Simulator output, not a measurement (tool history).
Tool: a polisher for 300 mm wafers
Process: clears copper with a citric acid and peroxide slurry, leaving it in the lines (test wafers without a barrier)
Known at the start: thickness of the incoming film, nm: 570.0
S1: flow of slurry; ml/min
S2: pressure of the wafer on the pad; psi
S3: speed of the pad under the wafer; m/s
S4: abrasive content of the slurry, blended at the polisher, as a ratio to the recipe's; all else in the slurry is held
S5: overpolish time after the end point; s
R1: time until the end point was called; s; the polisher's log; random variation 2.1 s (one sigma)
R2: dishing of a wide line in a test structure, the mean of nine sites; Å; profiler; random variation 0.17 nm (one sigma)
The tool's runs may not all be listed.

Run 1, day 0: S1 145 ml/min, S2 3.5 psi, S3 1.34 m/s, S4 1, S5 14 s. Result: R1 169.54 s, R2 122.39 Å.
Run 2, day 0.038: S1 145 ml/min, S2 3.9 psi, S3 1.34 m/s, S4 1, S5 14 s. Result: R1 151.66 s, R2 122.62 Å.
Run 3, day 0.271: S1 145 ml/min, S2 3.9 psi, S3 1.34 m/s, S4 1, S5 19 s. Result: R1 151.53 s, R2 129.45 Å.
Run 4, day 0.471: S1 175 ml/min, S2 3.9 psi, S3 1.34 m/s, S4 1, S5 19 s. Result: R1 147.94 s, R2 127.09 Å.
Run 5, day 0.654: S1 170 ml/min, S2 3.5 psi, S3 1.34 m/s, S4 1, S5 19 s. Result: R1 162.81 s, R2 128.31 Å.
Run 6, day 0.808: S1 195 ml/min, S2 3.5 psi, S3 1.34 m/s, S4 1, S5 19 s. Result: R1 159.63 s, R2 128.21 Å.
Run 7, day 0.883: S1 190 ml/min, S2 3.2 psi, S3 1.34 m/s, S4 1, S5 18 s. Result: R1 176.73 s, R2 127.53 Å.
Run 8, day 1.125: S1 190 ml/min, S2 3.2 psi, S3 1.34 m/s, S4 1, S5 18 s. Result: R1 174.74 s, R2 126.38 Å.
Run 9, day 1.425: S1 185 ml/min, S2 2.9 psi, S3 1.34 m/s, S4 1, S5 18 s. Result: R1 193.57 s, R2 122.97 Å.
Run 10, day 1.783: S1 180 ml/min, S2 2.8 psi, S3 1.34 m/s, S4 1, S5 19 s. Result: R1 201.97 s, R2 122.8 Å.

Run 11 comes next. What will it give?
Run 11, day 1.85: S1 175 ml/min, S2 2.7 psi, S3 1.34 m/s, S4 1, S5 21 s. Result: R1 ?, R2 ?.

R1: 209.05 s
R2: 122.1 Å

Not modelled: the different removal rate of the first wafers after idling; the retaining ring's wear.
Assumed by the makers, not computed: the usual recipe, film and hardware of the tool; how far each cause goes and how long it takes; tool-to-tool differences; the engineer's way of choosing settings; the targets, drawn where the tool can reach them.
